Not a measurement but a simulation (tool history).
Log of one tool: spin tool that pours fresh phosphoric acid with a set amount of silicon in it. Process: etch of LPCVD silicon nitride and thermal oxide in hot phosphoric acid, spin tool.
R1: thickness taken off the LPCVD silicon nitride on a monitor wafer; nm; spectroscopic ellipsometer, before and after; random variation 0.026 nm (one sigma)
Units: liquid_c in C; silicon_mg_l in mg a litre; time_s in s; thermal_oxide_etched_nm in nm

run 1 hour=0.0 | liquid_c=160.0 silicon_mg_l=16.5 time_s=70 | R1=4.5768 thermal_oxide_etched_nm=0.129330
run 2 hour=7.0 | liquid_c=161.0 silicon_mg_l=16.5 time_s=70 | R1=4.7734 thermal_oxide_etched_nm=0.172030
run 3 hour=8.2 | liquid_c=160.5 silicon_mg_l=16.5 time_s=70 | R1=4.6530 thermal_oxide_etched_nm=0.119370
run 4 hour=9.9 | liquid_c=160.5 silicon_mg_l=16.5 time_s=95 | R1=6.3305 thermal_oxide_etched_nm=0.179040
run 5 hour=15.2 | liquid_c=161.5 silicon_mg_l=16.5 time_s=95 | R1=6.5091 thermal_oxide_etched_nm=0.174540
run 6 hour=17.6 | liquid_c=161.0 silicon_mg_l=18.5 time_s=90 | R1=6.1056 thermal_oxide_etched_nm=0.167260
run 7 hour=25.8 | liquid_c=160.5 silicon_mg_l=19.5 time_s=85 | R1=5.6142 thermal_oxide_etched_nm=0.109620
run 8 hour=28.5 | liquid_c=160.0 silicon_mg_l=19.0 time_s=80 | R1=5.2245 thermal_oxide_etched_nm=0.150910
run 9 hour=36.7 | liquid_c=160.0 silicon_mg_l=19.0 time_s=80 | R1=5.2779 thermal_oxide_etched_nm=0.099861
run 10 hour=41.5 | liquid_c=159.5 silicon_mg_l=18.5 time_s=75 | R1=4.7844 thermal_oxide_etched_nm=0.153980
run 11 hour=46.7 | liquid_c=159.5 silicon_mg_l=20.5 time_s=70 | R1=4.5659 thermal_oxide_etched_nm=0.109780

Run 12 comes next. What will it give?
run 12 hour=49.2 | liquid_c=159.0 silicon_mg_l=21.5 time_s=65 | R1=? thermal_oxide_etched_nm=?

R1: 4.0890 nm
thermal_oxide_etched_nm: 0.075090 nm

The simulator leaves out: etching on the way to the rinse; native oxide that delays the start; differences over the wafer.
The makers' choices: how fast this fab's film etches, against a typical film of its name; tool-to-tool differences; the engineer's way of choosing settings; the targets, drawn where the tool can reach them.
